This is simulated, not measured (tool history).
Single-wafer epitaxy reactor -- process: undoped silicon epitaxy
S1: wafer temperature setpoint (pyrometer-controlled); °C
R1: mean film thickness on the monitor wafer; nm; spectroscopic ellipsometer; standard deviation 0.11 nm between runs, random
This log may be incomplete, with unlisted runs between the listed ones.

{"run": 1, "hour": 0.0, "S1": 665, "deposition time (s)": 198, "R1": 45.752}
{"run": 2, "hour": 2.9, "S1": 665, "deposition time (s)": 188, "R1": 43.413}
{"run": 3, "hour": 6.0, "S1": 665, "deposition time (s)": 160, "R1": 36.89}
{"run": 4, "hour": 9.4, "S1": 666, "deposition time (s)": 160, "R1": 37.689}
{"run": 5, "hour": 13.1, "S1": 659, "deposition time (s)": 160, "R1": 31.915}
{"run": 6, "hour": 19.6, "S1": 661, "deposition time (s)": 160, "R1": 33.561}

What does the tool deliver on the next run?
{"run": 7, "hour": 23.3, "S1": 663, "deposition time (s)": 160, "R1": "?"}

{"run 7": {"R1": 35.282}}
